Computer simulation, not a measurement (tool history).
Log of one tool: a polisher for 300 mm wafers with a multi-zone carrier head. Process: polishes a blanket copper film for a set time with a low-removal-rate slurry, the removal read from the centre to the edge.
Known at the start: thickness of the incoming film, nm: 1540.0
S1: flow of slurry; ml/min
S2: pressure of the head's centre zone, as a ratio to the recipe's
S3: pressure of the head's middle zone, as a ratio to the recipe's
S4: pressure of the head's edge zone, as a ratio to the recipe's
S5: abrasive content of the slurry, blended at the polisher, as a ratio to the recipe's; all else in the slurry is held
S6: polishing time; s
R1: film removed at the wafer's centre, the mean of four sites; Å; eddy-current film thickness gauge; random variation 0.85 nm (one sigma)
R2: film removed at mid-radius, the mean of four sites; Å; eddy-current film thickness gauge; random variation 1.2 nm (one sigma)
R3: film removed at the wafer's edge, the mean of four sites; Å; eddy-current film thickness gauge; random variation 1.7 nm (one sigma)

run	hour	S1	S2	S3	S4	S5	S6	R1	R2	R3
1	0.0	305	1.00	1.00	1.00	1.00	83	1607.4	1706.00	1666.3
2	4.4	305	1.00	0.95	1.00	1.00	83	1619.6	1584.90	1649.7
3	12.5	305	1.07	0.95	1.00	1.00	83	1735.6	1591.20	1692.5
4	17.4	270	1.07	0.95	1.00	1.00	83	1691.5	1596.80	1695.0
5	24.0	270	1.07	0.95	1.07	1.00	83	1678.0	1581.20	1706.5
6	30.5	270	0.99	0.95	1.07	1.00	83	1576.8	1579.20	1719.8
7	35.1	290	1.00	0.93	1.06	0.95	80	1498.5	1478.50	1581.0
# hour 40.3: slurry nozzle cleaned
8	40.3	280	1.03	0.91	1.07	0.90	78	1601.3	1483.00	1648.2
9	48.9	295	1.04	0.90	1.06	0.95	73	1570.8	1411.20	1537.5
10	51.7	285	1.05	0.89	1.08	0.90	68	1420.7	1258.60	1414.9
11	58.0	285	1.05	0.88	1.08	0.85	66	1366.3	1185.90	1346.5
12	60.3	265	1.05	0.81	1.04	0.60	64	1171.6	988.69	1164.2
13	64.8	265	1.05	0.81	1.04	0.60	64	1165.0	966.73	1156.2
14	67.3	270	1.06	0.81	1.04	0.60	64	1192.0	976.57	1149.2
15	71.8	285	1.10	0.81	1.09	0.55	63	1195.0	941.43	1157.6
16	77.6	290	1.10	0.81	1.09	0.55	63	1185.8	947.38	1147.3
17	78.2	290	1.11	0.81	1.09	0.55	63	1187.5	933.22	1152.0
18	85.2	290	1.11	0.82	1.09	0.55	63	1202.3	928.77	1138.7
19	91.7	290	1.11	0.83	1.09	0.55	63	1193.9	945.63	1159.4

Run 20 comes next. What will it give?
20	100.2	295	1.11	0.83	1.09	0.55	63	?	?	?

Run 20 gave R1 1198.4 Å, R2 950.65 Å, R3 1125.0 Å.
